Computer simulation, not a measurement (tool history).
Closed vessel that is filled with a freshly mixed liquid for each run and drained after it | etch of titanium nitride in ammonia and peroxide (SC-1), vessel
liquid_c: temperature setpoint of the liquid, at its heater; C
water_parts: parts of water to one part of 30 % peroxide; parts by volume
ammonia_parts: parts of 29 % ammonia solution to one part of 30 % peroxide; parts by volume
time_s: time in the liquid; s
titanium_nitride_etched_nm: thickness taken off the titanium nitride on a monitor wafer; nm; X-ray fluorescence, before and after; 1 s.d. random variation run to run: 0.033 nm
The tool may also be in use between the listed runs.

run,hour,liquid_c,water_parts,ammonia_parts,time_s,titanium_nitride_etched_nm
1,0,56,21,0.9,75,6.7587
2,4.5,58.5,21,0.9,75,8.0538
3,9.3,59,21,0.9,75,8.2728
4,10.2,59.5,21,0.9,75,8.5456
5,13.4,59.5,21,0.9,75,8.5649
6,20.7,60,21,0.9,75,8.8384
7,22.3,60,21,0.9,75,8.8412

Run 8 is up next; what results do you expect?
8,28.5,60.5,21,0.9,75,?

titanium_nitride_etched_nm: 9.1787 nm
